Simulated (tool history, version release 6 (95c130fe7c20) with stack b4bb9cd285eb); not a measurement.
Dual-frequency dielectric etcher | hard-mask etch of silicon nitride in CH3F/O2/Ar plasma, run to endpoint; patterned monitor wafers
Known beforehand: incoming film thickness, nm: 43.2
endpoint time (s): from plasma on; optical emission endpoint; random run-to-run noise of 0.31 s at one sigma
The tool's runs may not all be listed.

run,hour,source power (kW),bias power (kW),endpoint time (s)
1,0.0,0.440,0.084,57.738
2,8.9,0.500,0.084,55.596
3,14.6,0.460,0.082,56.816
4,23.2,0.430,0.082,58.573
5,24.4,0.470,0.082,56.717
6,25.3,0.530,0.082,54.538
7,29.6,0.440,0.073,61.803

Estimate the outcome of run 8 from the log above:
8,30.7,0.430,0.073,?

endpoint time (s): 62.157
